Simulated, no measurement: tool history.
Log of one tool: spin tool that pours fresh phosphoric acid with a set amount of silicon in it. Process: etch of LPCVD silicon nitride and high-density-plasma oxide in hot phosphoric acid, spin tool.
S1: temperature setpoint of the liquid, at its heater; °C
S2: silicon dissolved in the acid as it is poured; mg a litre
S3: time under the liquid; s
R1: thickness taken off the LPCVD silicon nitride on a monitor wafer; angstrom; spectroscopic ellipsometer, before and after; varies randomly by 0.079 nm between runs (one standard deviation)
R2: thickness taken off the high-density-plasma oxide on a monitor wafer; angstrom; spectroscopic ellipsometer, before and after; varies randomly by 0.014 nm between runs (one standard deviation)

run 1 hour=0 | S1=162 S2=9 S3=180 | R1=184.78 R2=6.2301
run 2 hour=8.6 | S1=161 S2=8.5 S3=145 | R1=145.64 R2=4.6599
run 3 hour=17.3 | S1=160.5 S2=7.5 S3=125 | R1=122 R2=4.1799
run 4 hour=21.6 | S1=159.5 S2=7.5 S3=115 | R1=106.82 R2=2.9324
run 5 hour=30.2 | S1=159.5 S2=5.5 S3=110 | R1=104.73 R2=3.2802
run 6 hour=34 | S1=159.5 S2=5.5 S3=145 | R1=137.51 R2=4.6075

Run 7 is up next; what results do you expect?
run 7 hour=34.7 | S1=159.5 S2=5.5 S3=125 | R1=? R2=?

{"run 7": {"R1": 119.47, "R2": 3.5331}}

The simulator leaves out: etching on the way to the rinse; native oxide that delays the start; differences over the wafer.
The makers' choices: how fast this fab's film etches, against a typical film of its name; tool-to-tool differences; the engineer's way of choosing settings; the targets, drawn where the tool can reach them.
